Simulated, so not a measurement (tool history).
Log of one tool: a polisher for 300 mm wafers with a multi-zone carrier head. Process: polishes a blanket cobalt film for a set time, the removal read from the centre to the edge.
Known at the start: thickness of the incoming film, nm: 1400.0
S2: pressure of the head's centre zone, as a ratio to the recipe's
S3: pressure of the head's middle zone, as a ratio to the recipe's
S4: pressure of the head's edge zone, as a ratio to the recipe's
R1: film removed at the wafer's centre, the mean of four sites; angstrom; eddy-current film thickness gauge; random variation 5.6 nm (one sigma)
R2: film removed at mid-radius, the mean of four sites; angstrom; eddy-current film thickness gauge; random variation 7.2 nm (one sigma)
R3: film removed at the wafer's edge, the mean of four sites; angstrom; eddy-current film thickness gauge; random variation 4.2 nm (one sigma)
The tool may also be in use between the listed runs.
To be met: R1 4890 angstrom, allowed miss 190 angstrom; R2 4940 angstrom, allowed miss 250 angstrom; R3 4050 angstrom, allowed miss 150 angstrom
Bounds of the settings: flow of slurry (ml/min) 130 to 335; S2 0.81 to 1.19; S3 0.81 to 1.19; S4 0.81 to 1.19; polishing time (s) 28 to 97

Run 1, hour 0: flow of slurry (ml/min) 215, S2 1, S3 1, S4 1, polishing time (s) 62. Result: R1 3073.6 angstrom, R2 3007.6 angstrom, R3 2981.3 angstrom.
Run 2, hour 3.8: flow of slurry (ml/min) 225, S2 1.02, S3 1.03, S4 1, polishing time (s) 65. Result: R1 3388.8 angstrom, R2 3173.6 angstrom, R3 3124 angstrom.
Run 3, hour 9.5: flow of slurry (ml/min) 225, S2 1.02, S3 1.03, S4 1.08, polishing time (s) 65. Result: R1 3321.4 angstrom, R2 3196.4 angstrom, R3 3268.9 angstrom.
Run 4, hour 15: flow of slurry (ml/min) 225, S2 1.02, S3 0.98, S4 1.08, polishing time (s) 65. Result: R1 3268.7 angstrom, R2 3205.7 angstrom, R3 3299.1 angstrom.
Run 5, hour 22.8: flow of slurry (ml/min) 240, S2 1, S3 1.02, S4 1.03, polishing time (s) 69. Result: R1 3497.8 angstrom, R2 3539.5 angstrom, R3 3436.3 angstrom.
Run 6, hour 31.4: flow of slurry (ml/min) 240, S2 1, S3 0.97, S4 1.03, polishing time (s) 69. Result: R1 3439.1 angstrom, R2 3352.3 angstrom, R3 3477.5 angstrom.
Run 7, hour 33.8: flow of slurry (ml/min) 240, S2 1, S3 0.97, S4 1.03, polishing time (s) 69. Result: R1 3485.6 angstrom, R2 3342.1 angstrom, R3 3440.9 angstrom.
Run 8, hour 41.6: flow of slurry (ml/min) 250, S2 1, S3 1.01, S4 1.01, polishing time (s) 71. Result: R1 3625 angstrom, R2 3596.6 angstrom, R3 3489.5 angstrom.
Run 9, hour 47.9: flow of slurry (ml/min) 260, S2 1.01, S3 1.04, S4 1.01, polishing time (s) 73. Result: R1 3745.6 angstrom, R2 3724.6 angstrom, R3 3634.9 angstrom.
Run 10, hour 48.4: flow of slurry (ml/min) 260, S2 1.01, S3 1.07, S4 0.98, polishing time (s) 76. Result: R1 3875.2 angstrom, R2 4006.4 angstrom, R3 3665.3 angstrom.

Which of these 4 next moves meets every target?
Run A, hour 48.9: flow of slurry (ml/min) 260, S2 0.92, S3 0.98, S4 1.19, polishing time (s) 60. Result: R1 ?, R2 ?, R3 ?.
Run B, hour 48.9: flow of slurry (ml/min) 265, S2 1.1, S3 1.15, S4 0.87, polishing time (s) 88. Result: R1 ?, R2 ?, R3 ?.
Run C, hour 48.9: flow of slurry (ml/min) 250, S2 1.15, S3 1.1, S4 0.91, polishing time (s) 80. Result: R1 ?, R2 ?, R3 ?.
Run D, hour 48.9: flow of slurry (ml/min) 235, S2 0.97, S3 0.93, S4 0.92, polishing time (s) 65. Result: R1 ?, R2 ?, R3 ?.

move      R1      R2      R3
   A    2825  2962.3  3199.9
   B  4814.3  4987.2  4025.4
   C  4510.6  4336.3  3720.7
   D  3155.4  3038.7  3029.9
A: further off than the last run
B: meets every target
C: nearer than the last run, and not there yet
D: further off than the last run
The right move is B.
